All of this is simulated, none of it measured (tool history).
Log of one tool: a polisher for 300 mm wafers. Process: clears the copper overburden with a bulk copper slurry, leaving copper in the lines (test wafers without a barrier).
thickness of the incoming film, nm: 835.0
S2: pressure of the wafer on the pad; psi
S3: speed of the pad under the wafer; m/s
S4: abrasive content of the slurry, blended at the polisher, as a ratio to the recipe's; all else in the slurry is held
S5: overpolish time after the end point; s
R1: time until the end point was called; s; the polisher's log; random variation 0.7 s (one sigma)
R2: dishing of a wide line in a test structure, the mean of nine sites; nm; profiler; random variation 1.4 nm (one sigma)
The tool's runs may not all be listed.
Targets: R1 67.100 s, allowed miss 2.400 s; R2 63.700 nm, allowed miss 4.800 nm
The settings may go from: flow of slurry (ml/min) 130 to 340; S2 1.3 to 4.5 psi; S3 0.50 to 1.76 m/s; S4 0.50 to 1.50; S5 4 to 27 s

run 1 hour=0.0 | flow_of_slurry_(ml/min)=220 S2=2.9 S3=1.12 S4=1.00 S5=14 | R1=94.449 R2=62.720
run 2 hour=5.1 | flow_of_slurry_(ml/min)=220 S2=2.9 S3=1.00 S4=1.00 S5=14 | R1=104.540 R2=57.305
run 3 hour=11.4 | flow_of_slurry_(ml/min)=225 S2=3.3 S3=1.00 S4=1.00 S5=12 | R1=94.893 R2=57.106
run 4 hour=15.1 | flow_of_slurry_(ml/min)=225 S2=2.8 S3=1.00 S4=1.00 S5=12 | R1=107.010 R2=52.606
run 5 hour=16.3 | flow_of_slurry_(ml/min)=225 S2=2.8 S3=1.00 S4=0.85 S5=12 | R1=114.600 R2=50.442
run 6 hour=21.6 | flow_of_slurry_(ml/min)=250 S2=2.8 S3=1.00 S4=0.85 S5=12 | R1=110.410 R2=50.320
run 7 hour=28.5 | flow_of_slurry_(ml/min)=265 S2=3.3 S3=1.02 S4=0.85 S5=11 | R1=95.313 R2=54.908
-- hour=37.4 slurry blender recalibrated
run 8 hour=37.4 | flow_of_slurry_(ml/min)=265 S2=4.1 S3=1.08 S4=0.85 S5=7 | R1=68.838 R2=50.125
run 9 hour=38.1 | flow_of_slurry_(ml/min)=265 S2=4.1 S3=1.08 S4=0.85 S5=8 | R1=69.195 R2=57.123
run 10 hour=42.3 | flow_of_slurry_(ml/min)=265 S2=4.1 S3=1.08 S4=0.85 S5=8 | R1=67.207 R2=56.788

4 next moves are on the table. One of them brings every result within its allowed miss. Which?
run A hour=46.5 | flow_of_slurry_(ml/min)=310 S2=4.5 S3=1.12 S4=0.85 S5=7 | R1=? R2=?
run B hour=46.5 | flow_of_slurry_(ml/min)=240 S2=3.8 S3=1.08 S4=0.85 S5=11 | R1=? R2=?
run C hour=46.5 | flow_of_slurry_(ml/min)=265 S2=4.3 S3=1.16 S4=0.65 S5=7 | R1=? R2=?
run D hour=46.5 | flow_of_slurry_(ml/min)=340 S2=4.0 S3=1.16 S4=0.70 S5=10 | R1=? R2=?

move=A R1=61.102 R2=58.038
move=B R1=74.284 R2=67.886
move=C R1=66.576 R2=54.392
move=D R1=68.090 R2=67.878
A: further off than the last run
B: brings the result that was furthest off to its target, and leaves another outside
C: further off than the last run
D: meets every target
Answer: D
